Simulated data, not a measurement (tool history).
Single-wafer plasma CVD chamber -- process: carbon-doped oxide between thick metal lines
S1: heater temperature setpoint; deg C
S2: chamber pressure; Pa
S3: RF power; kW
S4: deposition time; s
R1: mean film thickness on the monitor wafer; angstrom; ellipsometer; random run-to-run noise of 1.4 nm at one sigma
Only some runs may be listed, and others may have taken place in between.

run  hour   S1   S2     S3   S4      R1
  1     0  370  617   0.58  144    7737
  2   1.3  370  617   0.58  149    8057
  3   7.7  370  617   0.58  149  8027.8
  4  15.1  370  601  0.535  148  7393.5
  5  18.6  370  495  0.535  148  7249.3
  6  25.1  370  444  0.535  148  7170.7
  7  29.2  370  435  0.515  148  6915.6

What will run 8 give?
  8  31.2  370  425  0.505  148   ?

R1: 6739.8 angstrom
